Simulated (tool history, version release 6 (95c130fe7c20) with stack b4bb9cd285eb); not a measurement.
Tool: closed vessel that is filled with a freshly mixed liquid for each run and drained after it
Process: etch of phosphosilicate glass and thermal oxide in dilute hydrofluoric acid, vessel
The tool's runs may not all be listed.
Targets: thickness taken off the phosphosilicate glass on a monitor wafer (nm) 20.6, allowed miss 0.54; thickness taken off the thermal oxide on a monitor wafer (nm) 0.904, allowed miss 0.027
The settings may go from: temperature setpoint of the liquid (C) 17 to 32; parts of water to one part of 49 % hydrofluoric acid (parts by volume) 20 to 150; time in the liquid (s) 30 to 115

run,hour,temperature setpoint of the liquid (C),parts of water to one part of 49 % hydrofluoric acid (parts by volume),time in the liquid (s),thickness taken off the phosphosilicate glass on a monitor wafer (nm),thickness taken off the thermal oxide on a monitor wafer (nm)
1,0,24,85,60,83.421,3.6346
2,4,26,85,60,89.969,3.8995
3,9.5,23.5,100,55,63.028,2.7375
4,16.6,26.5,100,55,69.696,3.0859
5,23.8,26.5,100,75,95.846,4.2321
6,29,29.5,100,75,106.37,4.66
7,36.9,26.5,115,65,70.613,3.0815
8,45.3,24,125,55,49.175,2.1559
9,53.8,22.5,130,50,40.313,1.7608
10,55.5,22.5,130,50,40.447,1.7621
11,58.9,21,135,45,32.754,1.4432
12,61.5,20,140,45,30.075,1.3159
13,70.4,19,145,40,24.999,1.0981
# hour 78: thermometer replaced
14,78,18.5,145,40,22.158,0.97663
15,82.8,18,145,40,21.513,0.95476
16,85.2,17.5,145,40,21.339,0.93261

Which of these 5 next moves meets every target?
A,87.6,19,150,40,?,?
B,87.6,20,145,35,?,?
C,87.6,26.5,150,30,?,?
D,87.6,18.5,145,40,?,?
E,87.6,26,145,30,?,?

move,thickness taken off the phosphosilicate glass on a monitor wafer (nm),thickness taken off the thermal oxide on a monitor wafer (nm)
A,21.641,0.9445
B,20.495,0.89448
C,21.7,0.94707
D,22.052,0.96242
E,22.165,0.96738
A: further off than the last run
B: meets every target
C: further off than the last run
D: further off than the last run
E: further off than the last run
Move B is the one to make.
